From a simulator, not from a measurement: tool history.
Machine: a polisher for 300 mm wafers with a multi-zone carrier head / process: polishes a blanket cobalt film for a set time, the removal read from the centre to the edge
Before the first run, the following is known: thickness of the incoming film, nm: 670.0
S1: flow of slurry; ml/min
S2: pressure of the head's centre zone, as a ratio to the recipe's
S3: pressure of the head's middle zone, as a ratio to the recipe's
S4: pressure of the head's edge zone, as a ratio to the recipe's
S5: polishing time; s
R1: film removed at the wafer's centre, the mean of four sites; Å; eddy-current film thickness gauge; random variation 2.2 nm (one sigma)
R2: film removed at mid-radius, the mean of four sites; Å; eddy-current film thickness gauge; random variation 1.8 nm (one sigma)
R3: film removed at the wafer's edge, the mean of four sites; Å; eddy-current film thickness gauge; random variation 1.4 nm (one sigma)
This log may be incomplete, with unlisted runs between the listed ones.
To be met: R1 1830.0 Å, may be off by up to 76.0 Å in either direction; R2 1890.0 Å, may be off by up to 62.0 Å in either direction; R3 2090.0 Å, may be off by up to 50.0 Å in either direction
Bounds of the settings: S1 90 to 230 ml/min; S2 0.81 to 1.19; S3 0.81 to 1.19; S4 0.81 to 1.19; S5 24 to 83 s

run,day,S1,S2,S3,S4,S5,R1,R2,R3
1,0.000,150,1.00,1.00,1.00,53,1924.6,1888.0,1837.2
2,0.108,155,0.98,0.99,1.04,53,1863.3,1888.8,1876.6
3,0.304,160,0.97,0.98,1.07,53,1879.3,1866.1,1945.5
4,0.408,160,0.97,1.03,1.07,53,1887.1,1928.8,1915.7
5,0.738,160,0.97,1.03,1.07,46,1635.4,1683.0,1671.7
6,0.838,170,0.96,1.02,1.10,47,1696.2,1732.6,1743.6
7,1.108,175,0.94,1.01,1.12,48,1666.9,1781.4,1824.2
8,1.279,215,0.97,0.94,1.19,51,1904.0,1793.6,2004.5
9,1.396,215,0.95,0.94,1.19,51,1905.5,1824.5,2027.9

Which of these 5 next moves meets every target?
A,1.512,230,0.98,0.92,1.19,50,?,?,?
B,1.512,225,0.98,0.94,1.12,52,?,?,?
C,1.512,230,0.90,0.94,1.19,52,?,?,?
D,1.512,225,1.03,0.92,1.18,52,?,?,?
E,1.512,230,0.99,0.98,1.17,50,?,?,?

move,R1,R2,R3
A,1909.4,1744.2,1984.4
B,1980.0,1840.2,2002.3
C,1822.6,1845.8,2063.2
D,2081.5,1808.5,2051.4
E,1929.8,1833.8,1967.3
A: further off than the last run
B: further off than the last run
C: all results in spec
D: the furthest-off result lands on target, but another misses its tolerance
E: further off than the last run
Answer: C

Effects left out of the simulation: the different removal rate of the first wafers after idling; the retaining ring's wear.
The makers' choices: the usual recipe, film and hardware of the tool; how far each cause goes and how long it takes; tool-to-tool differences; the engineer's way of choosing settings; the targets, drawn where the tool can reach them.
